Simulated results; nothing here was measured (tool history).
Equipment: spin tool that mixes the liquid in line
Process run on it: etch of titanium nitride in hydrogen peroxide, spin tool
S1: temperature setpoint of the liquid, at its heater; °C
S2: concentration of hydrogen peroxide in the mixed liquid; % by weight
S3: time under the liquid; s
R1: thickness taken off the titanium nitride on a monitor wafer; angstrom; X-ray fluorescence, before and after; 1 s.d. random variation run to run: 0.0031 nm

run,day,S1,S2,S3,R1
1,0.000,43.0,17.0,70,8.8711
2,0.329,41.0,16.5,65,7.1412
3,0.454,41.0,13.5,65,6.6904
4,0.517,41.0,13.5,70,7.2001
5,0.692,44.0,13.5,70,9.2361
6,1.017,42.0,13.5,70,7.9391
7,1.383,40.5,13.5,70,7.0192
8,1.442,32.5,12.5,60,3.1634

Predict the results of run 9:
9,1.467,32.5,12.5,60,?

{"run 9": {"R1": 3.2042}}
